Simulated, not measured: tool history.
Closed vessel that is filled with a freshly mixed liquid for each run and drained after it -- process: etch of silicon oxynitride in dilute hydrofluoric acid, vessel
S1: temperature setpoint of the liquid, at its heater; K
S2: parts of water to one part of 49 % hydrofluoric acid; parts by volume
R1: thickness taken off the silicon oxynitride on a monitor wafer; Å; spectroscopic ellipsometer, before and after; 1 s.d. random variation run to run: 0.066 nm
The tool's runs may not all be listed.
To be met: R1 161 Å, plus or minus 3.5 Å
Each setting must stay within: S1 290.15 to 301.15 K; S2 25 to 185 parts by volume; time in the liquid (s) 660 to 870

run 1 day=0 | S1=293.15 S2=105 time_in_the_liquid_(s)=870 | R1=175.58
run 2 day=0.046 | S1=293.15 S2=130 time_in_the_liquid_(s)=870 | R1=138.71
run 3 day=0.279 | S1=291.65 S2=130 time_in_the_liquid_(s)=870 | R1=130.12
run 4 day=0.329 | S1=291.65 S2=130 time_in_the_liquid_(s)=660 | R1=99.225
run 5 day=0.358 | S1=292.65 S2=130 time_in_the_liquid_(s)=660 | R1=103.66
run 6 day=0.675 | S1=292.65 S2=150 time_in_the_liquid_(s)=660 | R1=88.622
run 7 day=1 | S1=292.65 S2=150 time_in_the_liquid_(s)=660 | R1=89.249
run 8 day=1.342 | S1=293.65 S2=150 time_in_the_liquid_(s)=660 | R1=92.908
run 9 day=1.629 | S1=294.65 S2=150 time_in_the_liquid_(s)=660 | R1=97.329
run 10 day=1.679 | S1=295.65 S2=150 time_in_the_liquid_(s)=660 | R1=101.86
run 11 day=1.779 | S1=296.15 S2=145 time_in_the_liquid_(s)=660 | R1=107.88
run 12 day=1.854 | S1=296.15 S2=145 time_in_the_liquid_(s)=660 | R1=108.45
run 13 day=2.15 | S1=296.65 S2=145 time_in_the_liquid_(s)=660 | R1=110.78
run 14 day=2.233 | S1=297.15 S2=145 time_in_the_liquid_(s)=660 | R1=113.19
run 15 day=2.296 | S1=297.65 S2=145 time_in_the_liquid_(s)=660 | R1=116.78
run 16 day=2.575 | S1=298.15 S2=145 time_in_the_liquid_(s)=660 | R1=118.53
run 17 day=2.679 | S1=298.65 S2=145 time_in_the_liquid_(s)=660 | R1=120.34
run 18 day=2.829 | S1=299.15 S2=145 time_in_the_liquid_(s)=660 | R1=124.37
run 19 day=3.021 | S1=299.65 S2=145 time_in_the_liquid_(s)=660 | R1=127.02
run 20 day=3.254 | S1=300.65 S2=135 time_in_the_liquid_(s)=660 | R1=143.77
run 21 day=3.612 | S1=301.15 S2=130 time_in_the_liquid_(s)=660 | R1=154.17

Next run, 4 choices. One meets every target within its allowed miss, the rest don't. Which?
run A day=3.971 | S1=301.15 S2=155 time_in_the_liquid_(s)=795 | R1=?
run B day=3.971 | S1=301.15 S2=125 time_in_the_liquid_(s)=660 | R1=?
run C day=3.971 | S1=301.15 S2=150 time_in_the_liquid_(s)=750 | R1=?
run D day=3.971 | S1=300.65 S2=135 time_in_the_liquid_(s)=690 | R1=?

move=A R1=150.84
move=B R1=159.59
move=C R1=147.71
move=D R1=149.68
A: further off than the last run
B: all results land within tolerance of their targets
C: further off than the last run
D: further off than the last run
Go with B: it meets all targets.
